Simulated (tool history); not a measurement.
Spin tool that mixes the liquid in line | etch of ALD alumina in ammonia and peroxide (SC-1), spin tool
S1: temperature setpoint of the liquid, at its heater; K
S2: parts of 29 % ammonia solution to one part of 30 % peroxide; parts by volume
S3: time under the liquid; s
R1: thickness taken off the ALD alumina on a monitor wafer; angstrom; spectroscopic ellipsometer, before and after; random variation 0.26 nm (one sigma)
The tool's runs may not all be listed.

run    day      S1   S2   S3      R1
  1  0.000  332.15  0.8  320  225.01
  2  0.121  334.65  0.8  320  252.35
  3  0.338  336.65  0.8  320  278.66
  4  0.450  336.65  0.8  320  279.94
  5  0.617  338.15  0.8  320  306.35
  6  0.925  338.15  0.8  340  319.17
  7  0.954  339.15  0.8  340  335.77
  8  1.188  339.65  0.8  340  340.13

The next listed run, before its measurement:
  9  1.446  340.15  0.8  340   ?

Run 9 gave R1 358.32 angstrom.
